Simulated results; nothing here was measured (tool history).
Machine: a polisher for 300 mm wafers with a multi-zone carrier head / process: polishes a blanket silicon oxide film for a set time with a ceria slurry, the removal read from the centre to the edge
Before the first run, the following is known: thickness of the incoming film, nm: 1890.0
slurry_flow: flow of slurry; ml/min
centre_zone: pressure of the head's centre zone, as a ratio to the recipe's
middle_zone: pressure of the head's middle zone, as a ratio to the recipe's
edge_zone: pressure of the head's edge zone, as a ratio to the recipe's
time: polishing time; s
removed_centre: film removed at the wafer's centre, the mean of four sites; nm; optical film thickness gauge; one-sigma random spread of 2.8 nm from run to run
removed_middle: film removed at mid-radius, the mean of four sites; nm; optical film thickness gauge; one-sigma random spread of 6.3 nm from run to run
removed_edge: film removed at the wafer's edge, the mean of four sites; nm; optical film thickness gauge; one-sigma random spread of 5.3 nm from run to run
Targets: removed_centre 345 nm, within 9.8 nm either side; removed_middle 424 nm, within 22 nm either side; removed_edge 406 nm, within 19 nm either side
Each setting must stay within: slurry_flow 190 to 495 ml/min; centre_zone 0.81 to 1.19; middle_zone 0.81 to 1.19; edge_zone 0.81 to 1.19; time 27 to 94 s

Run 1, hour 0: slurry_flow 320 ml/min, centre_zone 1, middle_zone 1, edge_zone 1, time 60 s. Result: removed_centre 483.8 nm, removed_middle 488.97 nm, removed_edge 485.28 nm.
Run 2, hour 5: slurry_flow 320 ml/min, centre_zone 1, middle_zone 1, edge_zone 1.09, time 60 s. Result: removed_centre 488.07 nm, removed_middle 484.71 nm, removed_edge 501.61 nm.
Run 3, hour 11.4: slurry_flow 320 ml/min, centre_zone 0.96, middle_zone 1.01, edge_zone 1.07, time 58 s. Result: removed_centre 456.18 nm, removed_middle 476.05 nm, removed_edge 499.28 nm.
Run 4, hour 14.9: slurry_flow 320 ml/min, centre_zone 0.94, middle_zone 1.03, edge_zone 1.04, time 55 s. Result: removed_centre 426.73 nm, removed_middle 453.42 nm, removed_edge 461.25 nm.
Run 5, hour 18.1: slurry_flow 320 ml/min, centre_zone 0.94, middle_zone 1.07, edge_zone 1.04, time 55 s. Result: removed_centre 425.11 nm, removed_middle 468.19 nm, removed_edge 470.61 nm.
Run 6, hour 21.4: slurry_flow 320 ml/min, centre_zone 0.94, middle_zone 1.07, edge_zone 1.04, time 60 s. Result: removed_centre 458.06 nm, removed_middle 522.26 nm, removed_edge 504.12 nm.
Run 7, hour 27.8: slurry_flow 315 ml/min, centre_zone 0.92, middle_zone 1.07, edge_zone 1.01, time 57 s. Result: removed_centre 430.18 nm, removed_middle 497.33 nm, removed_edge 463.22 nm.
Run 8, hour 34.1: slurry_flow 310 ml/min, centre_zone 0.89, middle_zone 1.06, edge_zone 1.01, time 55 s. Result: removed_centre 399.4 nm, removed_middle 477.84 nm, removed_edge 445.22 nm.
Run 9, hour 43.1: slurry_flow 305 ml/min, centre_zone 0.87, middle_zone 1.04, edge_zone 1.01, time 54 s. Result: removed_centre 383.46 nm, removed_middle 461.55 nm, removed_edge 443.12 nm.
Run 10, hour 47.2: slurry_flow 300 ml/min, centre_zone 0.86, middle_zone 1.02, edge_zone 1, time 53 s. Result: removed_centre 373.73 nm, removed_middle 438.46 nm, removed_edge 423.14 nm.
Run 11, hour 51.8: slurry_flow 280 ml/min, centre_zone 0.81, middle_zone 1.02, edge_zone 0.99, time 51 s. Result: removed_centre 334.34 nm, removed_middle 421.73 nm, removed_edge 409.5 nm.
Run 12, hour 56.2: slurry_flow 285 ml/min, centre_zone 0.81, middle_zone 1.02, edge_zone 0.99, time 51 s. Result: removed_centre 331.52 nm, removed_middle 417.83 nm, removed_edge 412.17 nm.

Which one of the following 4 next-run settings gets every result inside its allowed miss? There is exactly one.
Run A, hour 60.6: slurry_flow 365 ml/min, centre_zone 0.81, middle_zone 1.07, edge_zone 0.97, time 49 s. Result: removed_centre ?, removed_middle ?, removed_edge ?.
Run B, hour 60.6: slurry_flow 260 ml/min, centre_zone 0.81, middle_zone 1.03, edge_zone 1, time 50 s. Result: removed_centre ?, removed_middle ?, removed_edge ?.
Run C, hour 60.6: slurry_flow 250 ml/min, centre_zone 0.81, middle_zone 1.1, edge_zone 0.86, time 53 s. Result: removed_centre ?, removed_middle ?, removed_edge ?.
Run D, hour 60.6: slurry_flow 300 ml/min, centre_zone 0.85, middle_zone 1.04, edge_zone 1, time 50 s. Result: removed_centre ?, removed_middle ?, removed_edge ?.

move  removed_centre  removed_middle  removed_edge
   A          326.92          424.65        390.36
   B          325.72          411.33        397.81
   C          344.42           458.6        391.95
   D          345.52          418.33         400.6
A: further off than the last run
B: further off than the last run
C: corrects the largest miss of the last run, while another result sits out of spec
D: all results in spec
Answer: D

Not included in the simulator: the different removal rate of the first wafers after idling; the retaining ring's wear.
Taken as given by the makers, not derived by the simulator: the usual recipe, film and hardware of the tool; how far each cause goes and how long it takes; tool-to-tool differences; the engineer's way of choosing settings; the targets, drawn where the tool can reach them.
